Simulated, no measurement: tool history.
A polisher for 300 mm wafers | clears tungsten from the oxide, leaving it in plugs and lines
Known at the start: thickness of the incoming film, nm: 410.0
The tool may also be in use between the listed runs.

run,day,flow of slurry (ml/min),pressure of the wafer on the pad (psi),speed of the pad under the wafer (cm/s),abrasive content of the slurry,overpolish time after the end point (s),time until the end point was called (s)
1,0.000,215,3.6,110,1.0,13,103.200
2,0.333,215,3.6,110,0.9,13,104.660
3,0.508,215,3.8,110,0.9,13,98.297
4,0.808,215,3.8,110,0.9,13,100.360
5,0.862,215,3.8,110,0.7,13,105.650
6,1.112,235,3.8,110,0.7,13,104.870
7,1.362,235,4.0,110,0.7,13,99.834
8,1.517,235,4.2,110,0.7,13,93.695

Run 9 comes next. What will it give?
9,1.838,235,4.3,110,0.7,13,?

Run 9 gave time until the end point was called (s) 91.696.

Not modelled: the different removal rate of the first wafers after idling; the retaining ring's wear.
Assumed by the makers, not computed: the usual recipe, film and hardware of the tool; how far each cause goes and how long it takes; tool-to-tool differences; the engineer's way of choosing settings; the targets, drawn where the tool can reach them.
